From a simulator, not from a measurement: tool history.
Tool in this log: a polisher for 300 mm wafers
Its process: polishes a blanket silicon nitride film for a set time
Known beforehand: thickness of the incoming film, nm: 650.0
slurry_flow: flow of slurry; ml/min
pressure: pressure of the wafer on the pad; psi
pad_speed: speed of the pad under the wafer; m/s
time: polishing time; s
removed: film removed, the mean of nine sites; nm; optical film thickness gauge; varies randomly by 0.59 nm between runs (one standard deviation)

run 1 hour=0 | slurry_flow=220 pressure=3.4 pad_speed=1.12 time=53 | removed=115.38
run 2 hour=5 | slurry_flow=185 pressure=3.4 pad_speed=1.12 time=53 | removed=113.01
run 3 hour=8.7 | slurry_flow=180 pressure=3.2 pad_speed=1.12 time=53 | removed=107.86
run 4 hour=17 | slurry_flow=180 pressure=3 pad_speed=1.12 time=53 | removed=103
run 5 hour=22.5 | slurry_flow=180 pressure=2.8 pad_speed=1.12 time=53 | removed=97.157
run 6 hour=28.8 | slurry_flow=180 pressure=2.8 pad_speed=0.92 time=53 | removed=83.576
run 7 hour=31.4 | slurry_flow=185 pressure=2.9 pad_speed=0.92 time=53 | removed=86.424

For run 8, what comes out?
run 8 hour=37.9 | slurry_flow=190 pressure=3 pad_speed=0.92 time=53 | removed=?

{"run 8": {"removed": 88.665}}

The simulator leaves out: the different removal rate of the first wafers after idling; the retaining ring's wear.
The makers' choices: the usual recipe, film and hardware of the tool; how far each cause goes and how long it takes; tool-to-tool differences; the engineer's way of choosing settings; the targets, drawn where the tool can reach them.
